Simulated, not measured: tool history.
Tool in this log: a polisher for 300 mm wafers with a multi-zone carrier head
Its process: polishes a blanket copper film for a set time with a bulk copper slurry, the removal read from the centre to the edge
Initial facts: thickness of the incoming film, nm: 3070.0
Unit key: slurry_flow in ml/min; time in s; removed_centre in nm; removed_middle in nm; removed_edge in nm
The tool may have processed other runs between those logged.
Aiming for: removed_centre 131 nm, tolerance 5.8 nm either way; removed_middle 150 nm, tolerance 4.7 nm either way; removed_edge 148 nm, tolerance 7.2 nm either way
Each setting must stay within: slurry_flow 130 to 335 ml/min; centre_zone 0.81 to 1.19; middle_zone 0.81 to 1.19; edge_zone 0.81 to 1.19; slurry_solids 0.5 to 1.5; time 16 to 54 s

run	day	slurry_flow	centre_zone	middle_zone	edge_zone	slurry_solids	time	removed_centre	removed_middle	removed_edge
1	0	215	1	1	1	1	35	256.72	266.67	268.98
2	0.212	215	0.99	1	0.99	0.95	34	254.05	260.03	256.29
3	0.554	210	0.97	1	1	0.95	32	230.94	240.64	238.13
4	0.729	210	0.97	1	1	0.95	27	190.88	207.06	201.52
5	0.762	205	0.96	0.99	1	0.9	26	183.19	193.99	192.96
6	1.038	205	0.95	0.99	1	0.85	25	169.61	184.98	184.91
7	1.25	205	0.94	0.99	0.99	0.8	25	166.33	177.72	175.06
8	1.317	200	0.93	0.99	0.99	0.8	25	164.94	179.02	178.6

4 next moves are on the table. One of them brings every result within its allowed miss. Which?
A	1.383	155	0.92	0.81	1.14	0.7	28	?	?	?
B	1.383	150	0.94	1.06	1.06	0.75	21	?	?	?
C	1.383	205	1.12	0.95	1.11	0.75	30	?	?	?
D	1.383	215	0.88	1.15	0.94	1	22	?	?	?

move	removed_centre	removed_middle	removed_edge
A	169.07	160.87	208.28
B	130.49	151.88	151.18
C	234.5	207.27	229.27
D	143.05	189.53	163.39
A: lands further from the targets than the last run did
B: every result within its allowed miss
C: lands further from the targets than the last run did
D: lands further from the targets than the last run did
B meets every target.
